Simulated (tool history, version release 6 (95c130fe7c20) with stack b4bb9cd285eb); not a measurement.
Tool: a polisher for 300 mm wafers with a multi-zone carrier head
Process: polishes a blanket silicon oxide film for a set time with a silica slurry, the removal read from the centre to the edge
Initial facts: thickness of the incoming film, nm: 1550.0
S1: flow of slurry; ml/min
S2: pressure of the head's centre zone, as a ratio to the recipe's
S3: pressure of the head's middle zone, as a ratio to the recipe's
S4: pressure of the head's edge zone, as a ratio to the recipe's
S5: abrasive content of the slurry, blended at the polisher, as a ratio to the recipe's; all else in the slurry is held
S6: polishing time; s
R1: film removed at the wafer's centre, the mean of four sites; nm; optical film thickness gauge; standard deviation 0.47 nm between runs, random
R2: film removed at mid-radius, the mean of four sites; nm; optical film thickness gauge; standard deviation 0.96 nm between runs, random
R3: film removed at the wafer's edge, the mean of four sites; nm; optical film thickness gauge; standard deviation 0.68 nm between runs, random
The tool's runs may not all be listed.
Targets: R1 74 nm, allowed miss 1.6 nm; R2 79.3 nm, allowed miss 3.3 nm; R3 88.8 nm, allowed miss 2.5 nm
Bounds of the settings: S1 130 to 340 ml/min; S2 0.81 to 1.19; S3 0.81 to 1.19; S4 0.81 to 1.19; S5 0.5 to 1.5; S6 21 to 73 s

Run 1, hour 0: S1 220 ml/min, S2 1, S3 1, S4 1, S5 1, S6 47 s. Result: R1 130.66 nm, R2 133.14 nm, R3 128.85 nm.
Run 2, hour 4.6: S1 220 ml/min, S2 1, S3 1.05, S4 1, S5 1, S6 47 s. Result: R1 132.35 nm, R2 140.75 nm, R3 127.3 nm.
Run 3, hour 5.5: S1 220 ml/min, S2 1, S3 1.13, S4 1, S5 1, S6 47 s. Result: R1 131.9 nm, R2 146.43 nm, R3 127.71 nm.
Run 4, hour 14.4: S1 220 ml/min, S2 1.03, S3 1.13, S4 1, S5 1, S6 47 s. Result: R1 134.41 nm, R2 143.36 nm, R3 127.13 nm.
Run 5, hour 21.3: S1 220 ml/min, S2 1.03, S3 1.05, S4 1, S5 1, S6 47 s. Result: R1 135.71 nm, R2 136.46 nm, R3 126.61 nm.
Run 6, hour 24.4: S1 220 ml/min, S2 1.03, S3 1.05, S4 1.06, S5 1, S6 47 s. Result: R1 135.08 nm, R2 137.72 nm, R3 130.99 nm.
Run 7, hour 30.1: S1 210 ml/min, S2 1.01, S3 1.02, S4 1.07, S5 0.95, S6 46 s. Result: R1 124.67 nm, R2 124.57 nm, R3 125.75 nm.
Run 8, hour 38.4: S1 205 ml/min, S2 0.99, S3 1.01, S4 1.06, S5 0.9, S6 45 s. Result: R1 116.04 nm, R2 118.4 nm, R3 116.08 nm.
Run 9, hour 39.5: S1 195 ml/min, S2 0.97, S3 0.99, S4 1.07, S5 0.85, S6 45 s. Result: R1 109.57 nm, R2 111.58 nm, R3 113.75 nm.
Run 10, hour 47.3: S1 190 ml/min, S2 0.95, S3 0.98, S4 1.07, S5 0.8, S6 45 s. Result: R1 101.89 nm, R2 105.15 nm, R3 108.77 nm.
Run 11, hour 53.6: S1 185 ml/min, S2 0.93, S3 0.96, S4 1.06, S5 0.75, S6 45 s. Result: R1 95.759 nm, R2 98.789 nm, R3 103.05 nm.
Run 12, hour 61.6: S1 180 ml/min, S2 0.91, S3 0.95, S4 1.05, S5 0.75, S6 45 s. Result: R1 92.637 nm, R2 96.477 nm, R3 101.04 nm.
Run 13, hour 63.4: S1 140 ml/min, S2 0.81, S3 0.85, S4 1.02, S5 0.55, S6 45 s. Result: R1 60.249 nm, R2 65.037 nm, R3 75.4 nm.
Run 14, hour 66.5: S1 160 ml/min, S2 0.81, S3 0.85, S4 1.02, S5 0.55, S6 45 s. Result: R1 62.96 nm, R2 67.454 nm, R3 75.501 nm.
Run 15, hour 69.2: S1 160 ml/min, S2 0.81, S3 0.85, S4 1.02, S5 0.55, S6 45 s. Result: R1 62.624 nm, R2 67.346 nm, R3 77.292 nm.
Run 16, hour 75.1: S1 175 ml/min, S2 0.81, S3 0.85, S4 1.03, S5 0.55, S6 45 s. Result: R1 62.951 nm, R2 67.996 nm, R3 77.988 nm.
Run 17, hour 81.5: S1 190 ml/min, S2 0.81, S3 0.85, S4 1.03, S5 0.55, S6 45 s. Result: R1 63.718 nm, R2 69.316 nm, R3 79.046 nm.
Run 18, hour 83.9: S1 205 ml/min, S2 0.82, S3 0.85, S4 1.03, S5 0.55, S6 45 s. Result: R1 65.845 nm, R2 70.758 nm, R3 79.091 nm.

Next run, 4 choices. One meets every target within its allowed miss, the rest don't. Which?
Run A, hour 86.3: S1 250 ml/min, S2 0.95, S3 0.9, S4 1.03, S5 0.55, S6 46 s. Result: R1 ?, R2 ?, R3 ?.
Run B, hour 86.3: S1 185 ml/min, S2 0.83, S3 0.84, S4 1.08, S5 0.6, S6 44 s. Result: R1 ?, R2 ?, R3 ?.
Run C, hour 86.3: S1 265 ml/min, S2 0.87, S3 0.98, S4 0.88, S5 0.6, S6 45 s. Result: R1 ?, R2 ?, R3 ?.
Run D, hour 86.3: S1 155 ml/min, S2 0.84, S3 0.87, S4 1.04, S5 0.7, S6 42 s. Result: R1 ?, R2 ?, R3 ?.

move      R1      R2      R3
   A  79.468  77.117  83.555
   B  68.697   72.58  86.115
   C  77.671  88.382  82.531
   D  72.885  78.584  89.574
A: takes the biggest miss from the last run beyond its target
B: an improvement on the last run, though not all results are within tolerance
C: takes the biggest miss from the last run beyond its target
D: all results in spec
So the answer is move D, the one that meets all the targets.

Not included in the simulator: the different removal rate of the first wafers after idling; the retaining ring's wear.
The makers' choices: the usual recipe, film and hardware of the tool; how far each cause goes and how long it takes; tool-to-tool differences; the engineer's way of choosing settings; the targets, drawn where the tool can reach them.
